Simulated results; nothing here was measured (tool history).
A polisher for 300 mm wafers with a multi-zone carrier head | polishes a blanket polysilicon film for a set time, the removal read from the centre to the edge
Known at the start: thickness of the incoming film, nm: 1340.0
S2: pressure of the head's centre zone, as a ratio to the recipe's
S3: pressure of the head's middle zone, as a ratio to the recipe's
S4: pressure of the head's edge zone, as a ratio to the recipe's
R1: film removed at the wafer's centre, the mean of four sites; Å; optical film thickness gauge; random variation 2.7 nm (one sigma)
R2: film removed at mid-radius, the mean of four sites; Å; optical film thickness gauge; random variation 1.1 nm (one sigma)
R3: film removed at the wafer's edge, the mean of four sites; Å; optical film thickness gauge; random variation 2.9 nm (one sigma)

run 1 hour=0 | flow_of_slurry_(ml/min)=290 S2=1 S3=1 S4=1 polishing_time_(s)=31 | R1=2764.6 R2=2911.7 R3=2927.6
run 2 hour=3.4 | flow_of_slurry_(ml/min)=290 S2=0.92 S3=1 S4=1 polishing_time_(s)=31 | R1=2536.3 R2=2883.1 R3=2874.9
run 3 hour=12.3 | flow_of_slurry_(ml/min)=220 S2=0.92 S3=1 S4=1 polishing_time_(s)=31 | R1=2403.1 R2=2774.7 R3=2845.7
run 4 hour=18.2 | flow_of_slurry_(ml/min)=220 S2=0.93 S3=0.96 S4=0.98 polishing_time_(s)=29 | R1=2223.7 R2=2540.9 R3=2642.5
run 5 hour=27 | flow_of_slurry_(ml/min)=225 S2=0.97 S3=0.93 S4=0.99 polishing_time_(s)=27 | R1=2252.7 R2=2302.7 R3=2392.1
run 6 hour=34.5 | flow_of_slurry_(ml/min)=215 S2=0.96 S3=0.9 S4=1.01 polishing_time_(s)=26 | R1=2141.7 R2=2127.5 R3=2320.6
run 7 hour=43.2 | flow_of_slurry_(ml/min)=215 S2=0.96 S3=0.88 S4=1.01 polishing_time_(s)=25 | R1=2016.7 R2=2001 R3=2282.9
run 8 hour=49.2 | flow_of_slurry_(ml/min)=210 S2=0.97 S3=0.87 S4=1 polishing_time_(s)=25 | R1=2038.2 R2=1980.2 R3=2226.5
run 9 hour=50.7 | flow_of_slurry_(ml/min)=210 S2=0.97 S3=0.86 S4=1 polishing_time_(s)=25 | R1=2049.4 R2=1954.5 R3=2278.2
run 10 hour=56.7 | flow_of_slurry_(ml/min)=205 S2=0.97 S3=0.82 S4=0.92 polishing_time_(s)=23 | R1=1868 R2=1734.2 R3=1946.3

Forecast run 11:
run 11 hour=64 | flow_of_slurry_(ml/min)=210 S2=0.97 S3=0.82 S4=0.94 polishing_time_(s)=23 | R1=? R2=? R3=?

R1: 1868.8 Å
R2: 1738.9 Å
R3: 1983.5 Å
